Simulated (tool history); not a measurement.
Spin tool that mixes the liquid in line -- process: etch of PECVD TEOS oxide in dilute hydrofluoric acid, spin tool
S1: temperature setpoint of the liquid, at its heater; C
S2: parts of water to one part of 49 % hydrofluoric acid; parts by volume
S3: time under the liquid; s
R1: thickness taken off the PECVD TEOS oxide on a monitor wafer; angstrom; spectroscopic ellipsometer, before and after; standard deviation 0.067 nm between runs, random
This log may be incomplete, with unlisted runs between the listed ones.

{"run": 1, "hour": 0.0, "S1": 25, "S2": 130, "S3": 90, "R1": 88.915}
{"run": 2, "hour": 7.7, "S1": 26.5, "S2": 130, "S3": 90, "R1": 93.975}
{"run": 3, "hour": 15.2, "S1": 26.5, "S2": 145, "S3": 90, "R1": 83.449}
{"run": 4, "hour": 18.1, "S1": 28, "S2": 140, "S3": 90, "R1": 92.396}
{"run": 5, "hour": 20.6, "S1": 28, "S2": 170, "S3": 90, "R1": 72.792}
{"run": 6, "hour": 24.0, "S1": 28, "S2": 125, "S3": 90, "R1": 105.59}

For run 7, what comes out?
{"run": 7, "hour": 26.1, "S1": 28.5, "S2": 125, "S3": 90, "R1": "?"}

R1: 106.61 angstrom

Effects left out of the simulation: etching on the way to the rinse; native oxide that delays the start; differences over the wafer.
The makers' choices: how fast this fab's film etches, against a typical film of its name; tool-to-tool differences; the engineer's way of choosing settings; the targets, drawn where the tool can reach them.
